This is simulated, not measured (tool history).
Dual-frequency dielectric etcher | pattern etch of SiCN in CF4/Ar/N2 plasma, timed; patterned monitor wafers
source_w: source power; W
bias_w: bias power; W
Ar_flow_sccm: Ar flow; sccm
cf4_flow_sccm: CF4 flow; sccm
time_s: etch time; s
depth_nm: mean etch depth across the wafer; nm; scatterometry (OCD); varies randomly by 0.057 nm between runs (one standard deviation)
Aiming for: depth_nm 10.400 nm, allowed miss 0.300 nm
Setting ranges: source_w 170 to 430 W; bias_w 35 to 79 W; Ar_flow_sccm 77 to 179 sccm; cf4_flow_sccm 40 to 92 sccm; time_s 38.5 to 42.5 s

run 1 hour=0.0 | source_w=300 bias_w=57 Ar_flow_sccm=128 cf4_flow_sccm=66 time_s=42.5 | depth_nm=17.843
run 2 hour=7.6 | source_w=300 bias_w=57 Ar_flow_sccm=128 cf4_flow_sccm=62 time_s=42.5 | depth_nm=17.560
run 3 hour=9.2 | source_w=300 bias_w=51 Ar_flow_sccm=128 cf4_flow_sccm=62 time_s=42.5 | depth_nm=16.585
run 4 hour=11.7 | source_w=300 bias_w=51 Ar_flow_sccm=128 cf4_flow_sccm=62 time_s=42.5 | depth_nm=16.632
run 5 hour=14.5 | source_w=260 bias_w=47 Ar_flow_sccm=130 cf4_flow_sccm=61 time_s=42.5 | depth_nm=13.763
run 6 hour=19.2 | source_w=260 bias_w=47 Ar_flow_sccm=116 cf4_flow_sccm=61 time_s=42.5 | depth_nm=14.113
run 7 hour=25.1 | source_w=230 bias_w=47 Ar_flow_sccm=116 cf4_flow_sccm=61 time_s=42.5 | depth_nm=12.527
run 8 hour=28.1 | source_w=210 bias_w=47 Ar_flow_sccm=116 cf4_flow_sccm=61 time_s=42.5 | depth_nm=11.561
run 9 hour=35.6 | source_w=200 bias_w=47 Ar_flow_sccm=116 cf4_flow_sccm=61 time_s=42.5 | depth_nm=11.004

Pick the move, out of 5, that brings all results within their allowed miss; only one does.
run A hour=43.1 | source_w=200 bias_w=51 Ar_flow_sccm=120 cf4_flow_sccm=55 time_s=42.5 | depth_nm=?
run B hour=43.1 | source_w=190 bias_w=61 Ar_flow_sccm=107 cf4_flow_sccm=56 time_s=42.0 | depth_nm=?
run C hour=43.1 | source_w=240 bias_w=53 Ar_flow_sccm=123 cf4_flow_sccm=43 time_s=42.5 | depth_nm=?
run D hour=43.1 | source_w=210 bias_w=52 Ar_flow_sccm=125 cf4_flow_sccm=56 time_s=42.0 | depth_nm=?
run E hour=43.1 | source_w=210 bias_w=42 Ar_flow_sccm=120 cf4_flow_sccm=59 time_s=42.0 | depth_nm=?

move=A depth_nm=11.079
move=B depth_nm=11.931
move=C depth_nm=12.213
move=D depth_nm=11.561
move=E depth_nm=10.365
A: misses by more than the last run did
B: misses by more than the last run did
C: misses by more than the last run did
D: misses by more than the last run did
E: meets every target
E meets every target.

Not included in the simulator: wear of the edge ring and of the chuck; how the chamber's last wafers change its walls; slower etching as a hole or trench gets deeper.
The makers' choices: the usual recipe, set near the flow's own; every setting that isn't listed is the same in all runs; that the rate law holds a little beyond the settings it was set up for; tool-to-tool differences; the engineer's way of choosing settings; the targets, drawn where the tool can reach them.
